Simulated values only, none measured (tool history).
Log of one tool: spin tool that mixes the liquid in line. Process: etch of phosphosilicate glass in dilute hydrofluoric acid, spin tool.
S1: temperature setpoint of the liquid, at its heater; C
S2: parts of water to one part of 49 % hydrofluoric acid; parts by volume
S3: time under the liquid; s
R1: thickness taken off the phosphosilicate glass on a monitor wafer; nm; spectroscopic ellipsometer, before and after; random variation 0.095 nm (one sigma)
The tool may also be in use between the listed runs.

Run 1, hour 0.0: S1 23 C, S2 170 parts by volume, S3 15 s. Result: R1 8.9716 nm.
Run 2, hour 6.2: S1 23 C, S2 170 parts by volume, S3 15 s. Result: R1 8.9433 nm.
Run 3, hour 14.1: S1 25 C, S2 135 parts by volume, S3 15 s. Result: R1 12.7490 nm.
Run 4, hour 22.8: S1 25 C, S2 105 parts by volume, S3 15 s. Result: R1 16.9640 nm.
Run 5, hour 30.1: S1 27 C, S2 105 parts by volume, S3 15 s. Result: R1 18.1510 nm.
Run 6, hour 33.4: S1 28 C, S2 95 parts by volume, S3 15 s. Result: R1 21.2120 nm.

Run 7 comes next. What will it give?
Run 7, hour 39.2: S1 29 C, S2 90 parts by volume, S3 15 s. Result: R1 ?.

{"run 7": {"R1": 23.436}}
